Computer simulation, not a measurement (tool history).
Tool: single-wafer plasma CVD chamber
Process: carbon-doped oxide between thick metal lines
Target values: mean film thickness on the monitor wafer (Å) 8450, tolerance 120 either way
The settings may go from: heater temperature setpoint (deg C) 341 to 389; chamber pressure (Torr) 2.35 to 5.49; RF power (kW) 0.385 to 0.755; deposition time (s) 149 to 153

| run | hour | heater temperature setpoint (deg C) | chamber pressure (Torr) | RF power (kW) | deposition time (s) | mean film thickness on the monitor wafer (Å) |
|---|---|---|---|---|---|---|
| 1 | 0 | 365 | 3.92 | 0.57 | 149 | 7552.5 |
| 2 | 7.1 | 363 | 4.13 | 0.575 | 149 | 7711.1 |
| 3 | 12.3 | 363 | 3.66 | 0.575 | 149 | 7557.9 |
| 4 | 16.4 | 361 | 3.87 | 0.58 | 149 | 7667.4 |
| 5 | 22.9 | 360 | 4.08 | 0.585 | 149 | 7766.9 |
|  | 26.6 | RF generator calibrated |
| 6 | 26.6 | 360 | 4.24 | 0.595 | 149 | 8215.9 |
| 7 | 35.1 | 359 | 4.26 | 0.595 | 149 | 8281.2 |
| 8 | 42.7 | 358 | 4.27 | 0.595 | 149 | 8241.4 |
| 9 | 48.8 | 357 | 4.28 | 0.595 | 149 | 8261.7 |
| 10 | 55.8 | 356 | 4.29 | 0.595 | 149 | 8267.4 |

Which of these 4 next moves meets every target?
| A | 62.8 | 351 | 4.39 | 0.575 | 149 | ? |
| B | 62.8 | 353 | 4.89 | 0.52 | 153 | ? |
| C | 62.8 | 360 | 5.06 | 0.545 | 149 | ? |
| D | 62.8 | 358 | 3.83 | 0.615 | 153 | ? |

| move | mean film thickness on the monitor wafer (Å) |
|---|---|
| A | 8223.6 |
| B | 8088.8 |
| C | 7996.6 |
| D | 8445.4 |
A: further off than the last run
B: further off than the last run
C: further off than the last run
D: every result within its allowed miss
Answer: D
